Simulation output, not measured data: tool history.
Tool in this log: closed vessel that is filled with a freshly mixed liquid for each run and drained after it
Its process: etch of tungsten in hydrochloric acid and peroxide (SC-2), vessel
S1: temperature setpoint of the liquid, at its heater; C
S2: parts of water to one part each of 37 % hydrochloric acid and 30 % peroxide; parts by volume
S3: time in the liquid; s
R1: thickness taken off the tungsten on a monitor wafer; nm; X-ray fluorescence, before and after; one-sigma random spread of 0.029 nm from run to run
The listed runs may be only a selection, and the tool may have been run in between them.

run,day,S1,S2,S3,R1
1,0.000,55.0,10.0,30,12.7220
2,0.296,60.5,10.0,30,17.8980
3,0.412,55.0,10.0,30,12.5350
4,0.733,55.0,6.5,30,17.6900
5,0.771,50.5,7.5,30,11.9770
6,0.875,50.5,4.0,30,18.8000
7,1.242,47.5,5.5,30,12.3990

Run 8 is up next; what results do you expect?
8,1.342,45.0,6.5,30,?

Run 8 yielded R1 9.2057 nm.

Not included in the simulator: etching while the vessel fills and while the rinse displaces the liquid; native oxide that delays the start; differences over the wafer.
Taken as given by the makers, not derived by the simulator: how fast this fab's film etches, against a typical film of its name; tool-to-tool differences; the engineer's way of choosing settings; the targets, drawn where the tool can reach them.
